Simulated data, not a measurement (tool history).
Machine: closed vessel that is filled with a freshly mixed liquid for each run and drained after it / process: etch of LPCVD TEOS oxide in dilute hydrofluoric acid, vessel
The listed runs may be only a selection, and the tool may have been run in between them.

| run | day | temperature setpoint of the liquid (°C) | parts of water to one part of 49 % hydrofluoric acid (parts by volume) | time in the liquid (s) | thickness taken off the LPCVD TEOS oxide on a monitor wafer (nm) |
|---|---|---|---|---|---|
| 1 | 0 | 21 | 120 | 30 | 13.168 |
| 2 | 0.183 | 24 | 120 | 30 | 14.769 |
| 3 | 0.333 | 24.5 | 120 | 30 | 15.116 |
| 4 | 0.408 | 25 | 120 | 30 | 15.531 |
| 5 | 0.592 | 25.5 | 120 | 30 | 15.726 |
| 6 | 0.658 | 25.5 | 120 | 30 | 15.794 |
| 7 | 0.862 | 26 | 120 | 30 | 16.008 |
| 8 | 1 | 26.5 | 120 | 30 | 16.299 |

Run 9 has not been measured yet. What should we expect?
| 9 | 1.062 | 27 | 120 | 30 | ? |

Run 9 came out at thickness taken off the LPCVD TEOS oxide on a monitor wafer (nm) 16.646.
